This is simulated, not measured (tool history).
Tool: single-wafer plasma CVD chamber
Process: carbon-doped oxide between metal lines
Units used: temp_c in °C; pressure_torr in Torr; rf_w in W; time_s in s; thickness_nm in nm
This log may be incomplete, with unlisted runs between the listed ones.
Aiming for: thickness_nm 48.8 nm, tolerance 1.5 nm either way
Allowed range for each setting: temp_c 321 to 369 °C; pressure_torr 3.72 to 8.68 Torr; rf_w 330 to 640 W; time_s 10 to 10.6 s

run 1 hour=0 | temp_c=345 pressure_torr=6.2 rf_w=485 time_s=10.6 | thickness_nm=55.112
run 2 hour=7.8 | temp_c=345 pressure_torr=5.77 rf_w=485 time_s=10.6 | thickness_nm=54.569
run 3 hour=10.1 | temp_c=345 pressure_torr=6.74 rf_w=485 time_s=10.6 | thickness_nm=55.643
run 4 hour=12.8 | temp_c=345 pressure_torr=6.18 rf_w=485 time_s=10.6 | thickness_nm=55.225
run 5 hour=15.5 | temp_c=352 pressure_torr=6.18 rf_w=485 time_s=10.6 | thickness_nm=53.837
run 6 hour=17 | temp_c=353 pressure_torr=6.1 rf_w=470 time_s=10.6 | thickness_nm=53.096
run 7 hour=20 | temp_c=353 pressure_torr=6.07 rf_w=455 time_s=10.5 | thickness_nm=52.43
run 8 hour=24.7 | temp_c=353 pressure_torr=6.04 rf_w=440 time_s=10.4 | thickness_nm=50.254

Exercise: of the 5 proposed moves below, exactly one satisfies all targets within the stated allowed misses. Which move is it?
run A hour=29.4 | temp_c=356 pressure_torr=5.58 rf_w=455 time_s=10.6 | thickness_nm=?
run B hour=29.4 | temp_c=357 pressure_torr=4.8 rf_w=420 time_s=10.6 | thickness_nm=?
run C hour=29.4 | temp_c=344 pressure_torr=5.61 rf_w=475 time_s=10.2 | thickness_nm=?
run D hour=29.4 | temp_c=355 pressure_torr=7.02 rf_w=460 time_s=10.5 | thickness_nm=?
run E hour=29.4 | temp_c=358 pressure_torr=6.29 rf_w=490 time_s=10.6 | thickness_nm=?

move=A thickness_nm=51.507
move=B thickness_nm=48.321
move=C thickness_nm=52.305
move=D thickness_nm=52.654
move=E thickness_nm=53.533
A: lands further from the targets than the last run did
B: in spec on every target
C: lands further from the targets than the last run did
D: lands further from the targets than the last run did
E: lands further from the targets than the last run did
B is the move that brings every result within its allowed miss.
